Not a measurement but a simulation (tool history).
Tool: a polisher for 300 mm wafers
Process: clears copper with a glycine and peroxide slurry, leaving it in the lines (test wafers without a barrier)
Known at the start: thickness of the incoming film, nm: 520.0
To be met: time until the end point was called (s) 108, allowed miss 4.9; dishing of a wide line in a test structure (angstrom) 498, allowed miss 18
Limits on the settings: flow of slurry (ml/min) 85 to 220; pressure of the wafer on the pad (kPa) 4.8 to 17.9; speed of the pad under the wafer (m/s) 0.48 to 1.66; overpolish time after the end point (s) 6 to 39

run  hour  flow of slurry (ml/min)  pressure of the wafer on the pad (kPa)  speed of the pad under the wafer (m/s)  overpolish time after the end point (s)  time until the end point was called (s)  dishing of a wide line in a test structure (angstrom)
  1     0                      140                                      11                                    1.06                                       20                                   115.61                                                 574.54
  2   3.7                      150                                      11                                    1.08                                       17                                   113.12                                                 516.86
  3   8.9                      150                                     8.3                                    1.08                                       17                                   136.87                                                 429.81
  4  14.5                      155                                     8.3                                    1.08                                       17                                   137.97                                                 431.31
  5  21.6                      160                                    10.3                                     1.1                                       16                                   114.33                                                 485.84
  6  29.9                      160                                    10.3                                    0.88                                       16                                    132.1                                                  419.7
  7  31.8                      175                                    11.7                                    0.88                                       16                                   123.35                                                  465.8
  8  38.5                      175                                    11.7                                    0.88                                       16                                   123.89                                                 463.78
  9  46.4                      175                                    13.1                                    0.88                                       15                                   111.63                                                 469.72
 10  54.7                      175                                    13.8                                    0.88                                       16                                   109.59                                                 523.14

Next run, 4 choices. One meets every target within its allowed miss, the rest don't. Which?
  A    63                      125                                    13.1                                    0.92                                       18                                        ?                                                      ?
  B    63                      100                                      11                                     1.1                                       17                                        ?                                                      ?
  C    63                      185                                    15.2                                     0.8                                       15                                        ?                                                      ?
  D    63                      180                                    13.8                                     0.9                                       17                                        ?                                                      ?

move  time until the end point was called (s)  dishing of a wide line in a test structure (angstrom)
   A                                   114.87                                                 545.25
   B                                   118.44                                                 499.13
   C                                   108.26                                                 496.98
   D                                   106.81                                                 554.25
A: misses by more than the last run did
B: gets the furthest-off result to its target, but another result is out of tolerance
C: all results in spec
D: misses by more than the last run did
C meets every target.
